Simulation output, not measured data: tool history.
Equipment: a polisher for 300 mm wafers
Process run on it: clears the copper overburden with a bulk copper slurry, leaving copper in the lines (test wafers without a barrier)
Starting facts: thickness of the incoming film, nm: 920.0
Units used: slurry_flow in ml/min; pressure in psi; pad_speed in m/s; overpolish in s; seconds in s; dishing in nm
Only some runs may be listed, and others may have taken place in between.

{"run": 1, "hour": 0.0, "slurry_flow": 195, "pressure": 3.1, "pad_speed": 0.84, "slurry_solids": 1, "overpolish": 24, "seconds": 99.092, "dishing": 103.35}
{"run": 2, "hour": 7.4, "slurry_flow": 195, "pressure": 3.7, "pad_speed": 0.84, "slurry_solids": 1, "overpolish": 24, "seconds": 83.959, "dishing": 113.89}
{"run": 3, "hour": 11.0, "slurry_flow": 185, "pressure": 2.9, "pad_speed": 0.74, "slurry_solids": 1, "overpolish": 28, "seconds": 119.79, "dishing": 100.19}
{"run": 4, "hour": 14.3, "slurry_flow": 180, "pressure": 2.4, "pad_speed": 0.68, "slurry_solids": 1, "overpolish": 31, "seconds": 156.78, "dishing": 87.448}
{"run": 5, "hour": 14.9, "slurry_flow": 170, "pressure": 2.1, "pad_speed": 0.68, "slurry_solids": 1, "overpolish": 35, "seconds": 181.4, "dishing": 84.29}
{"run": 6, "hour": 20.8, "slurry_flow": 170, "pressure": 2.9, "pad_speed": 0.68, "slurry_solids": 1, "overpolish": 35, "seconds": 133.6, "dishing": 105.41}
{"run": 7, "hour": 29.8, "slurry_flow": 165, "pressure": 2.4, "pad_speed": 0.68, "slurry_solids": 1, "overpolish": 37, "seconds": 160.11, "dishing": 95.123}
{"run": 8, "hour": 32.4, "slurry_flow": 160, "pressure": 2.1, "pad_speed": 0.68, "slurry_solids": 1, "overpolish": 39, "seconds": 185.99, "dishing": 89.245}
{"run": 9, "hour": 35.5, "slurry_flow": 150, "pressure": 2, "pad_speed": 0.68, "slurry_solids": 1, "overpolish": 40, "seconds": 190.82, "dishing": 84.356}

Forecast run 10:
{"run": 10, "hour": 42.9, "slurry_flow": 150, "pressure": 1.9, "pad_speed": 0.66, "slurry_solids": 1, "overpolish": 42, "seconds": "?", "dishing": "?"}

Run 10 came out at seconds 210.41 s, dishing 83.047 nm.

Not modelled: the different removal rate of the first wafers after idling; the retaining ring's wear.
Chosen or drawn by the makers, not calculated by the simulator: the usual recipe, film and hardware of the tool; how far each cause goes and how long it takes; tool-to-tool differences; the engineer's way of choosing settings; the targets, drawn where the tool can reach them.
